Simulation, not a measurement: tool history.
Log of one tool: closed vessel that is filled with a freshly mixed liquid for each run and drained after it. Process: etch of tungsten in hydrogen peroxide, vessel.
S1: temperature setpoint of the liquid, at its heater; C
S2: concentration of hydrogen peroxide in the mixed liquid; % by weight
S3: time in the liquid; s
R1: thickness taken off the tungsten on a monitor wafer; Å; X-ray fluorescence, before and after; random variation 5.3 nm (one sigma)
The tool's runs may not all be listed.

run,hour,S1,S2,S3,R1
1,0.0,54.0,23.5,95,3598.0
2,4.0,56.0,23.5,95,3996.4
3,12.7,56.0,23.5,105,4521.1
4,15.7,56.0,23.5,95,3964.2
5,19.1,56.0,19.5,95,3650.0
6,27.0,58.0,19.5,95,4099.3
7,31.3,59.5,19.5,95,4522.0
8,33.2,60.5,19.5,95,4762.1
9,36.6,61.5,19.5,95,5041.4
10,37.3,62.5,19.5,95,5351.0

The next listed run, before its measurement:
11,40.0,63.0,19.5,95,?

{"run 11": {"R1": 5469.1}}
